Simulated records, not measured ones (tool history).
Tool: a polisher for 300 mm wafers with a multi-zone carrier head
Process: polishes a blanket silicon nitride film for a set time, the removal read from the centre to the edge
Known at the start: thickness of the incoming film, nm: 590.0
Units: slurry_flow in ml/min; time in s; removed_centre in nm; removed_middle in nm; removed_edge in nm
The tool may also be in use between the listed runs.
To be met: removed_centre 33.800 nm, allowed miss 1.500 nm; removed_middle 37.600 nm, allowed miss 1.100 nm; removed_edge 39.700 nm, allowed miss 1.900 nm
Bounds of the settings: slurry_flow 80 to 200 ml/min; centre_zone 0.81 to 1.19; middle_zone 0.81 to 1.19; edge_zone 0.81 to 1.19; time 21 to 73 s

Run 1, day 0.000: slurry_flow 130 ml/min, centre_zone 1.00, middle_zone 1.00, edge_zone 1.00, time 47 s. Result: removed_centre 73.620 nm, removed_middle 71.957 nm, removed_edge 75.709 nm.
Run 2, day 0.088: slurry_flow 120 ml/min, centre_zone 0.96, middle_zone 0.99, edge_zone 0.97, time 40 s. Result: removed_centre 59.498 nm, removed_middle 59.639 nm, removed_edge 62.712 nm.
Run 3, day 0.217: slurry_flow 110 ml/min, centre_zone 0.92, middle_zone 0.98, edge_zone 0.95, time 36 s. Result: removed_centre 52.090 nm, removed_middle 53.694 nm, removed_edge 54.292 nm.
Run 4, day 0.550: slurry_flow 110 ml/min, centre_zone 0.99, middle_zone 0.98, edge_zone 0.95, time 36 s. Result: removed_centre 54.269 nm, removed_middle 52.360 nm, removed_edge 56.483 nm.
Run 5, day 0.821: slurry_flow 110 ml/min, centre_zone 0.99, middle_zone 0.98, edge_zone 1.00, time 36 s. Result: removed_centre 55.454 nm, removed_middle 53.270 nm, removed_edge 55.445 nm.
Run 6, day 1.083: slurry_flow 105 ml/min, centre_zone 0.94, middle_zone 0.97, edge_zone 0.95, time 33 s. Result: removed_centre 47.344 nm, removed_middle 48.165 nm, removed_edge 50.398 nm.
Run 7, day 1.408: slurry_flow 100 ml/min, centre_zone 0.91, middle_zone 0.95, edge_zone 0.94, time 31 s. Result: removed_centre 42.278 nm, removed_middle 43.944 nm, removed_edge 46.237 nm.
Run 8, day 1.625: slurry_flow 95 ml/min, centre_zone 0.89, middle_zone 0.94, edge_zone 0.93, time 30 s. Result: removed_centre 40.527 nm, removed_middle 42.134 nm, removed_edge 44.247 nm.
Run 9, day 1.662: slurry_flow 90 ml/min, centre_zone 0.87, middle_zone 0.93, edge_zone 0.94, time 29 s. Result: removed_centre 36.595 nm, removed_middle 39.322 nm, removed_edge 43.170 nm.
Run 10, day 1.979: slurry_flow 90 ml/min, centre_zone 0.86, middle_zone 0.93, edge_zone 0.92, time 29 s. Result: removed_centre 36.887 nm, removed_middle 39.287 nm, removed_edge 42.716 nm.
Run 11, day 2.262: slurry_flow 90 ml/min, centre_zone 0.85, middle_zone 0.93, edge_zone 0.91, time 29 s. Result: removed_centre 36.238 nm, removed_middle 39.316 nm, removed_edge 42.383 nm.
Run 12, day 2.479: slurry_flow 90 ml/min, centre_zone 0.84, middle_zone 0.93, edge_zone 0.89, time 29 s. Result: removed_centre 36.191 nm, removed_middle 39.674 nm, removed_edge 41.230 nm.
Run 13, day 2.546: slurry_flow 90 ml/min, centre_zone 0.83, middle_zone 0.93, edge_zone 0.89, time 29 s. Result: removed_centre 36.039 nm, removed_middle 39.403 nm, removed_edge 41.551 nm.
Run 14, day 2.571: slurry_flow 90 ml/min, centre_zone 0.82, middle_zone 0.93, edge_zone 0.89, time 29 s. Result: removed_centre 35.014 nm, removed_middle 39.279 nm, removed_edge 41.764 nm.
Run 15, day 2.821: slurry_flow 90 ml/min, centre_zone 0.82, middle_zone 0.93, edge_zone 0.89, time 29 s. Result: removed_centre 35.060 nm, removed_middle 39.880 nm, removed_edge 42.789 nm.
Run 16, day 2.879: slurry_flow 85 ml/min, centre_zone 0.83, middle_zone 0.91, edge_zone 0.82, time 27 s. Result: removed_centre 32.897 nm, removed_middle 36.027 nm, removed_edge 37.808 nm.
Run 17, day 3.071: slurry_flow 90 ml/min, centre_zone 0.83, middle_zone 0.91, edge_zone 0.83, time 27 s. Result: removed_centre 32.627 nm, removed_middle 36.403 nm, removed_edge 37.440 nm.
Run 18, day 3.404: slurry_flow 90 ml/min, centre_zone 0.83, middle_zone 0.91, edge_zone 0.85, time 27 s. Result: removed_centre 33.308 nm, removed_middle 36.683 nm, removed_edge 37.306 nm.

5 next moves are on the table. One of them brings every result within its allowed miss. Which?
Run A, day 3.738: slurry_flow 105 ml/min, centre_zone 0.82, middle_zone 0.86, edge_zone 0.88, time 27 s. Result: removed_centre ?, removed_middle ?, removed_edge ?.
Run B, day 3.738: slurry_flow 130 ml/min, centre_zone 0.84, middle_zone 0.96, edge_zone 0.81, time 25 s. Result: removed_centre ?, removed_middle ?, removed_edge ?.
Run C, day 3.738: slurry_flow 80 ml/min, centre_zone 0.83, middle_zone 0.90, edge_zone 0.93, time 27 s. Result: removed_centre ?, removed_middle ?, removed_edge ?.
Run D, day 3.738: slurry_flow 105 ml/min, centre_zone 0.81, middle_zone 0.91, edge_zone 0.87, time 27 s. Result: removed_centre ?, removed_middle ?, removed_edge ?.
Run E, day 3.738: slurry_flow 150 ml/min, centre_zone 0.88, middle_zone 0.95, edge_zone 0.81, time 24 s. Result: removed_centre ?, removed_middle ?, removed_edge ?.

move  removed_centre  removed_middle  removed_edge
   A          33.351          35.749        40.230
   B          32.896          37.213        36.772
   C          31.811          35.139        39.867
   D          33.005          37.258        39.998
   E          33.749          36.242        35.870
A: brings the result that was furthest off to its target, and leaves another outside
B: further off than the last run
C: brings the result that was furthest off to its target, and leaves another outside
D: meets every target
E: further off than the last run
Move D is the one to make.
